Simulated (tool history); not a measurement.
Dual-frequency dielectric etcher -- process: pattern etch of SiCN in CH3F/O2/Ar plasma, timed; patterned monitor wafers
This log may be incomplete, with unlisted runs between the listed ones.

| run | hour | source power (W) | bias power (W) | etch time (s) | mean etch depth across the wafer (angstrom) |
|---|---|---|---|---|---|
| 1 | 0.0 | 330 | 93 | 59.5 | 221.68 |
| 2 | 6.2 | 330 | 93 | 59.5 | 221.39 |
| 3 | 11.4 | 330 | 81 | 59.5 | 214.89 |
| 4 | 12.4 | 360 | 86 | 59.5 | 223.62 |
| 5 | 20.7 | 310 | 86 | 59.5 | 212.87 |
| 6 | 21.6 | 310 | 86 | 62.0 | 220.45 |

What will run 7 give?
| 7 | 29.5 | 340 | 88 | 62.0 | ? |

{"run 7": {"mean etch depth across the wafer (angstrom)": 230.07}}
